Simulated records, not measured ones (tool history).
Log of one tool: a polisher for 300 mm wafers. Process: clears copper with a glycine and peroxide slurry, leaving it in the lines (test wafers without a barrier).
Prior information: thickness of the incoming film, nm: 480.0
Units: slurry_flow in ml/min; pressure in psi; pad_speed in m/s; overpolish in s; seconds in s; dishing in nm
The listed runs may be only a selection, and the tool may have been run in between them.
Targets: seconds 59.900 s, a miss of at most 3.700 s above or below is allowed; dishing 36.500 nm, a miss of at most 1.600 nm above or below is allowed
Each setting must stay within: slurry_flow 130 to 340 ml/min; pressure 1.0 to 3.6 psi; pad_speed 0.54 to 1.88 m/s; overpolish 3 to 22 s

run 1 hour=0.0 | slurry_flow=220 pressure=2.3 pad_speed=1.20 overpolish=11 | seconds=76.979 dishing=41.777
run 2 hour=2.5 | slurry_flow=220 pressure=2.8 pad_speed=1.20 overpolish=11 | seconds=67.432 dishing=47.928
run 3 hour=9.7 | slurry_flow=220 pressure=2.8 pad_speed=1.20 overpolish=14 | seconds=65.893 dishing=55.940
run 4 hour=14.0 | slurry_flow=220 pressure=2.8 pad_speed=1.22 overpolish=12 | seconds=65.492 dishing=51.692
run 5 hour=18.9 | slurry_flow=220 pressure=2.8 pad_speed=1.24 overpolish=11 | seconds=63.776 dishing=48.397
run 6 hour=27.7 | slurry_flow=220 pressure=2.8 pad_speed=1.26 overpolish=10 | seconds=62.018 dishing=44.965
run 7 hour=34.3 | slurry_flow=225 pressure=2.8 pad_speed=1.30 overpolish=6 | seconds=61.456 dishing=31.177
run 8 hour=35.7 | slurry_flow=225 pressure=2.9 pad_speed=1.26 overpolish=8 | seconds=61.812 dishing=39.482
run 9 hour=44.1 | slurry_flow=225 pressure=2.9 pad_speed=1.28 overpolish=8 | seconds=59.769 dishing=40.621

Which one of the following 4 next-run settings gets every result inside its allowed miss? There is exactly one.
run A hour=52.5 | slurry_flow=255 pressure=2.7 pad_speed=1.34 overpolish=8 | seconds=? dishing=?
run B hour=52.5 | slurry_flow=205 pressure=3.4 pad_speed=1.14 overpolish=9 | seconds=? dishing=?
run C hour=52.5 | slurry_flow=230 pressure=3.0 pad_speed=1.22 overpolish=8 | seconds=? dishing=?
run D hour=52.5 | slurry_flow=245 pressure=3.2 pad_speed=1.16 overpolish=7 | seconds=? dishing=?

move=A seconds=63.266 dishing=39.599
move=B seconds=61.293 dishing=44.986
move=C seconds=63.416 dishing=39.827
move=D seconds=62.170 dishing=36.595
A: better than the last run, though not everything is in spec
B: further off than the last run
C: better than the last run, though not everything is in spec
D: meets every target
So the answer is move D, the one that meets all the targets.

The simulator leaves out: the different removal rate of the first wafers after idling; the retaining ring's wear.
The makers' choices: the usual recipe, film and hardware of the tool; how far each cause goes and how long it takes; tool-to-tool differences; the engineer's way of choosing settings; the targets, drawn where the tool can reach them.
